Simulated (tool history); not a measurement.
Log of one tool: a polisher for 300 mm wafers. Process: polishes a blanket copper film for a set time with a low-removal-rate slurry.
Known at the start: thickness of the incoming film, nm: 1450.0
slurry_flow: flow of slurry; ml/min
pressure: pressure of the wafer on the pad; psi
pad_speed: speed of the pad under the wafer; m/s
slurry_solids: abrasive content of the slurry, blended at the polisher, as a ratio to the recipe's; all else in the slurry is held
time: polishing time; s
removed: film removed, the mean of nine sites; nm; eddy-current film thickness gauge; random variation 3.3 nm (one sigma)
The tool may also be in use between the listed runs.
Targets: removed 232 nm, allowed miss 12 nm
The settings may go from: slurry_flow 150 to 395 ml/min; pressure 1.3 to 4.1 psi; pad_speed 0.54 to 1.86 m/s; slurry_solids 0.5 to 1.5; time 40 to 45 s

| run | hour | slurry_flow | pressure | pad_speed | slurry_solids | time | removed |
|---|---|---|---|---|---|---|---|
| 1 | 0 | 250 | 2.7 | 1.18 | 1 | 45 | 152.13 |
| 2 | 4.7 | 250 | 2.9 | 1.18 | 1 | 45 | 160.02 |
| 3 | 6.2 | 250 | 2.9 | 1.36 | 1 | 45 | 176.39 |
| 4 | 10.5 | 250 | 3.2 | 1.36 | 1 | 45 | 196.04 |
| 5 | 19.1 | 250 | 3.2 | 1.36 | 1 | 40 | 172.38 |
| 6 | 20.7 | 250 | 3.3 | 1.38 | 1 | 40 | 179.55 |
| 7 | 23.9 | 250 | 3.4 | 1.4 | 1 | 40 | 184.22 |
| 8 | 28.9 | 250 | 3.5 | 1.42 | 1 | 40 | 194.33 |
| 9 | 29.9 | 250 | 3.6 | 1.44 | 1 | 40 | 199.86 |
| 10 | 32.7 | 250 | 3.7 | 1.46 | 1 | 40 | 208.76 |
| 11 | 37.9 | 250 | 3.8 | 1.46 | 1 | 40 | 208.94 |
| 12 | 44.2 | 250 | 3.8 | 1.48 | 1 | 40 | 213.72 |

5 next moves are on the table. One of them brings every result within its allowed miss. Which?
| A | 50.5 | 255 | 4.1 | 1.44 | 1.25 | 45 | ? |
| B | 50.5 | 275 | 4.1 | 1.46 | 1.05 | 44 | ? |
| C | 50.5 | 235 | 3.8 | 1.62 | 1 | 41 | ? |
| D | 50.5 | 215 | 3.7 | 1.26 | 1.05 | 43 | ? |
| E | 50.5 | 245 | 3.6 | 1.46 | 1.15 | 40 | ? |

| move | removed |
|---|---|
| A | 272.49 |
| B | 262.86 |
| C | 237.22 |
| D | 205.41 |
| E | 211.01 |
A: takes the result that was furthest off past its target
B: takes the result that was furthest off past its target
C: meets every target
D: further off than the last run
E: further off than the last run
Move C is the one to make.
